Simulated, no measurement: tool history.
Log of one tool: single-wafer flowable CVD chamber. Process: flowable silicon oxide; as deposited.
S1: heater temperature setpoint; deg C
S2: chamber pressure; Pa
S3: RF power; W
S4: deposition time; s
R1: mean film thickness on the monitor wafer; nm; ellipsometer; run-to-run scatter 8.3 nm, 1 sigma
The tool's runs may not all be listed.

run 1 hour=0 | S1=95 S2=131.7 S3=2180 S4=1260 | R1=1246.8
run 2 hour=8.8 | S1=104 S2=131.7 S3=2180 S4=1260 | R1=890.26
run 3 hour=15.8 | S1=104 S2=131.7 S3=2180 S4=1300 | R1=917.35
run 4 hour=23.8 | S1=97 S2=132 S3=2180 S4=1300 | R1=1202.5
run 5 hour=26.9 | S1=92 S2=132.1 S3=2180 S4=1300 | R1=1442.6
run 6 hour=35 | S1=92 S2=152.5 S3=2180 S4=1300 | R1=1656.3
run 7 hour=41.5 | S1=92 S2=152.5 S3=2180 S4=1300 | R1=1654.7
run 8 hour=48.1 | S1=89 S2=152.7 S3=2180 S4=1300 | R1=1843.9
run 9 hour=51.4 | S1=86 S2=152.8 S3=2180 S4=1300 | R1=2048.7
run 10 hour=53.7 | S1=84 S2=152.9 S3=2180 S4=1300 | R1=2201.5

Predict the results of run 11:
run 11 hour=58.9 | S1=83 S2=152.9 S3=2180 S4=1300 | R1=?

Run 11 measured R1 2268.8 nm.
